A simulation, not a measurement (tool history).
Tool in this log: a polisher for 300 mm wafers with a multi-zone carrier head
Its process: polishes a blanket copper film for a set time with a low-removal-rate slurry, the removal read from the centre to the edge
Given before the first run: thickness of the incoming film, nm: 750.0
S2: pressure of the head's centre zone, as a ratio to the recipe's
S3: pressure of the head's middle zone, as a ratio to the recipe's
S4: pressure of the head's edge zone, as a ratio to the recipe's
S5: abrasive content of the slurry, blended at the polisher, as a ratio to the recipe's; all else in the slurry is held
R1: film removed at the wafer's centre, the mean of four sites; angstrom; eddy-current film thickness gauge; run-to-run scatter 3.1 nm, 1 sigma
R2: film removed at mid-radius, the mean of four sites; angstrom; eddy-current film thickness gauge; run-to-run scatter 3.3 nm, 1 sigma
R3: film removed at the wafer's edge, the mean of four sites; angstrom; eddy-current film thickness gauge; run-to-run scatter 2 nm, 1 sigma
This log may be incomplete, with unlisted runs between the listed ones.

Run 1, hour 0: flow of slurry (ml/min) 165, S2 1, S3 1, S4 1, S5 1, polishing time (s) 82. Result: R1 1695.6 angstrom, R2 1736.1 angstrom, R3 1716.6 angstrom.
Run 2, hour 1.9: flow of slurry (ml/min) 165, S2 1, S3 1, S4 1, S5 1.15, polishing time (s) 82. Result: R1 1783.6 angstrom, R2 1769.4 angstrom, R3 1741.4 angstrom.
Run 3, hour 10.1: flow of slurry (ml/min) 170, S2 1, S3 1.01, S4 1.03, S5 1.2, polishing time (s) 85. Result: R1 1857.3 angstrom, R2 1856 angstrom, R3 1877.4 angstrom.
Run 4, hour 13.6: flow of slurry (ml/min) 170, S2 1, S3 1.09, S4 1.03, S5 1.2, polishing time (s) 85. Result: R1 1801.6 angstrom, R2 2042.7 angstrom, R3 1879.5 angstrom.
Run 5, hour 22.7: flow of slurry (ml/min) 180, S2 1.02, S3 1.1, S4 1.05, S5 1.25, polishing time (s) 86. Result: R1 1938.6 angstrom, R2 2112.3 angstrom, R3 1941.8 angstrom.
Run 6, hour 25.6: flow of slurry (ml/min) 185, S2 1.03, S3 1.1, S4 1.07, S5 1.3, polishing time (s) 87. Result: R1 2017.2 angstrom, R2 2093.7 angstrom, R3 2028.9 angstrom.
Run 7, hour 27.5: flow of slurry (ml/min) 190, S2 1.04, S3 1.11, S4 1.08, S5 1.35, polishing time (s) 88. Result: R1 2037.9 angstrom, R2 2208.4 angstrom, R3 2051.7 angstrom.
Run 8, hour 29.8: flow of slurry (ml/min) 195, S2 1.05, S3 1.11, S4 1.09, S5 1.4, polishing time (s) 89. Result: R1 2127.7 angstrom, R2 2226.4 angstrom, R3 2131.4 angstrom.
Run 9, hour 38.7: flow of slurry (ml/min) 200, S2 1.06, S3 1.12, S4 1.1, S5 1.4, polishing time (s) 90. Result: R1 2210 angstrom, R2 2312.6 angstrom, R3 2127.7 angstrom.

Run 10 has not been measured yet. What should we expect?
Run 10, hour 40.4: flow of slurry (ml/min) 205, S2 1.06, S3 1.12, S4 1.11, S5 1.4, polishing time (s) 91. Result: R1 ?, R2 ?, R3 ?.

R1: 2231.3 angstrom
R2: 2335.1 angstrom
R3: 2224.5 angstrom

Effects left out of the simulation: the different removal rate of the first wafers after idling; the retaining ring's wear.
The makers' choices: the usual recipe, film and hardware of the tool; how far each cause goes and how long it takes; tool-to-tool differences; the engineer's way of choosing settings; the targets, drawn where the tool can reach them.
